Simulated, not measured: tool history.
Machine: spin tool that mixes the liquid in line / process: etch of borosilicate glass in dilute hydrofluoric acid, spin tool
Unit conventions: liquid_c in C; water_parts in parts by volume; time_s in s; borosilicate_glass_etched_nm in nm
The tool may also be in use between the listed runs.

run	hour	liquid_c	water_parts	time_s	borosilicate_glass_etched_nm
1	0.0	25.0	110	15	2.9260
2	5.2	25.0	110	15	2.9308
3	6.9	27.0	90	15	3.9296
4	10.4	27.0	90	15	3.9914
5	11.4	27.0	90	15	3.9741
6	14.3	27.0	105	15	3.3559
7	17.3	27.0	105	15	3.3344
8	17.9	28.5	90	15	4.2209
9	23.8	29.5	80	15	4.9602
10	25.6	30.5	70	15	6.0510
11	32.3	30.5	70	15	6.0464

Forecast run 12:
12	34.4	31.0	65	15	?

Run 12 came out at borosilicate_glass_etched_nm 6.6708 nm.
